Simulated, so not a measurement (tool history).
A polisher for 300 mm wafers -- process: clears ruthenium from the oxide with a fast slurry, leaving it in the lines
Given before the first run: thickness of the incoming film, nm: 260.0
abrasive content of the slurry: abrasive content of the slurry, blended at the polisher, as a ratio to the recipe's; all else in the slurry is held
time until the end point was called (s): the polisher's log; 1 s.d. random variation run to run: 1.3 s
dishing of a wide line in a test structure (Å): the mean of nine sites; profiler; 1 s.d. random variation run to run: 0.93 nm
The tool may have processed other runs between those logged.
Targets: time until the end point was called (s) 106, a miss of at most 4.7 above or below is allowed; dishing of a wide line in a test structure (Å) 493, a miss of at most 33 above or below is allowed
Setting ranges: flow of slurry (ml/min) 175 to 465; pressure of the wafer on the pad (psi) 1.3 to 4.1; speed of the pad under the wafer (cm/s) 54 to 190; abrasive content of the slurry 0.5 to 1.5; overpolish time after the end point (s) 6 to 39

run	day	flow of slurry (ml/min)	pressure of the wafer on the pad (psi)	speed of the pad under the wafer (cm/s)	abrasive content of the slurry	overpolish time after the end point (s)	time until the end point was called (s)	dishing of a wide line in a test structure (Å)
1	0	295	2.7	122	1	20	65.762	641.97
2	0.192	295	2.7	122	0.9	20	67.952	631.57
3	0.317	295	2.7	142	0.9	20	61.71	712.74
4	0.504	295	2.4	142	0.9	20	66.231	650.94
5	0.625	295	2.2	138	0.9	21	74.168	611.2
6	0.792	295	1.9	138	0.9	21	86.944	554.89
7	1.104	295	1.8	138	0.9	21	90.124	540.04
8	1.462	295	1.7	138	0.9	21	94.583	502.28
9	1.579	295	1.6	138	0.9	21	99.953	484.31

4 next moves are on the table. One of them brings every result within its allowed miss. Which?
A	1.696	305	1.5	140	0.9	20	?	?
B	1.696	305	1.7	138	0.9	19	?	?
C	1.696	235	1.5	124	0.9	31	?	?
D	1.696	305	1.5	138	0.95	23	?	?

move	time until the end point was called (s)	dishing of a wide line in a test structure (Å)
A	104.37	433.01
B	94.328	452.98
C	118.36	571.93
D	104.02	492.51
A: the worst result of the last run now meets its target, but another is out of spec
B: its largest miss is bigger than the last run's
C: carries the result that was furthest off beyond its target, to the other side
D: each result inside its tolerance
Go with D: it meets all targets.

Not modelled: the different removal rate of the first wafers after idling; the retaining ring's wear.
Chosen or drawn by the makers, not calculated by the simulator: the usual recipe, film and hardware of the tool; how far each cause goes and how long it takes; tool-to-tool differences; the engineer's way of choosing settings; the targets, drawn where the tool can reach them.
